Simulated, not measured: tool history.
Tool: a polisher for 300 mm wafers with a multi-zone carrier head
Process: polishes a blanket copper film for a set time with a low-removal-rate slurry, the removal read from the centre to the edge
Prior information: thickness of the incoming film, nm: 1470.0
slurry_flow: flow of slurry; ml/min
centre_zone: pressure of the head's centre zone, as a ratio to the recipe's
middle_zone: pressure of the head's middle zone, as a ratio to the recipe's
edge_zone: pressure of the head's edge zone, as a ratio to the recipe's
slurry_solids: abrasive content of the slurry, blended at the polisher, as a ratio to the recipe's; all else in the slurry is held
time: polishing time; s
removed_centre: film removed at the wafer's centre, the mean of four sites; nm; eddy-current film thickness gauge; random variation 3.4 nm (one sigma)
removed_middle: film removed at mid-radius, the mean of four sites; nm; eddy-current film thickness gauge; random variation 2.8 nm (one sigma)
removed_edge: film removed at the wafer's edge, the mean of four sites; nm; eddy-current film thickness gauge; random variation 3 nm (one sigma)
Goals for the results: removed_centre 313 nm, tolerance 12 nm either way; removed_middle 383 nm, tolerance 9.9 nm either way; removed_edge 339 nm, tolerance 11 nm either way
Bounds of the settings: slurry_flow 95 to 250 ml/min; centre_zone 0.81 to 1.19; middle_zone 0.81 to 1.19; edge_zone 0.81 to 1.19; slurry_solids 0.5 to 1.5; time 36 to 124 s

run,day,slurry_flow,centre_zone,middle_zone,edge_zone,slurry_solids,time,removed_centre,removed_middle,removed_edge
1,0,160,1,1,1,1,79,222.68,215.78,217.35
2,0.333,160,1,1,0.93,1,79,222.89,216.18,216.25
3,0.508,160,1,0.94,0.93,1,79,223.92,206.32,216.27
4,0.779,160,1,1,0.93,1,79,220.8,218.55,215.44
5,1.133,160,1,1,0.93,1.2,79,231.98,224.55,224.31
6,1.162,160,1,1,0.93,1.2,98,286.76,281.88,275.82
7,1.35,175,0.97,1.04,0.96,1.3,100,297.03,306.12,293.26
8,1.404,185,0.94,1.08,0.98,1.35,102,299.48,325.47,305.81
9,1.454,195,0.92,1.11,1,1.4,103,301.88,344.8,310.78
10,1.817,200,0.91,1.13,1.03,1.45,104,303.07,352.36,319.12
11,1.838,205,0.9,1.14,1.04,1.45,105,311.7,361.23,324.16
12,1.904,205,0.89,1.15,1.05,1.45,106,310.09,368.49,329.75
13,2.092,210,0.88,1.16,1.06,1.45,106,299.18,367.55,335.5

Consider the 5 candidate settings below. Which is the only one whose results all fall within their allowed miss of target?
A,2.279,170,0.87,1.15,0.99,1.5,112,?,?,?
B,2.279,190,0.93,1.11,1.12,1.5,107,?,?,?
C,2.279,210,0.86,1.08,1.06,1.35,105,?,?,?
D,2.279,245,0.86,1.12,1.06,1.35,107,?,?,?
E,2.279,185,0.84,1.06,1.08,1.4,110,?,?,?

move,removed_centre,removed_middle,removed_edge
A,314.33,387.51,340.55
B,322.2,364.45,340.6
C,294.51,346.19,325.01
D,306.28,370.52,335.47
E,299.57,353.9,340.87
A: meets every target
B: the biggest miss grows against the last run
C: the biggest miss grows against the last run
D: moves toward the targets from the last run without getting all of them in spec
E: the biggest miss grows against the last run
So the answer is move A, the one that meets all the targets.
